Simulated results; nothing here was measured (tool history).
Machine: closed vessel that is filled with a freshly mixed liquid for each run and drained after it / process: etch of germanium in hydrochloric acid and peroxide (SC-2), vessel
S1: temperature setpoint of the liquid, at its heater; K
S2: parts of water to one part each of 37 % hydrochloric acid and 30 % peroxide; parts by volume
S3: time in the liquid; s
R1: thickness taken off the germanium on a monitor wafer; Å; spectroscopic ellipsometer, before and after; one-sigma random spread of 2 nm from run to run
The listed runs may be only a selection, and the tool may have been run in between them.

Run 1, hour 0: S1 333.15 K, S2 10 parts by volume, S3 105 s. Result: R1 4139 Å.
Run 2, hour 2.4: S1 333.15 K, S2 6.5 parts by volume, S3 105 s. Result: R1 4280.7 Å.
Run 3, hour 6.3: S1 331.15 K, S2 6.5 parts by volume, S3 105 s. Result: R1 3990.5 Å.
Run 4, hour 10.6: S1 330.15 K, S2 6.5 parts by volume, S3 105 s. Result: R1 3911.7 Å.
Run 5, hour 13.6: S1 329.15 K, S2 6.5 parts by volume, S3 105 s. Result: R1 3816.4 Å.
Run 6, hour 14.8: S1 329.15 K, S2 6.5 parts by volume, S3 110 s. Result: R1 3971 Å.
Run 7, hour 23.1: S1 328.15 K, S2 6.5 parts by volume, S3 110 s. Result: R1 3831.6 Å.

The next listed run, before its measurement:
Run 8, hour 27.4: S1 327.65 K, S2 6.5 parts by volume, S3 110 s. Result: R1 ?.

{"run 8": {"R1": 3819.2}}

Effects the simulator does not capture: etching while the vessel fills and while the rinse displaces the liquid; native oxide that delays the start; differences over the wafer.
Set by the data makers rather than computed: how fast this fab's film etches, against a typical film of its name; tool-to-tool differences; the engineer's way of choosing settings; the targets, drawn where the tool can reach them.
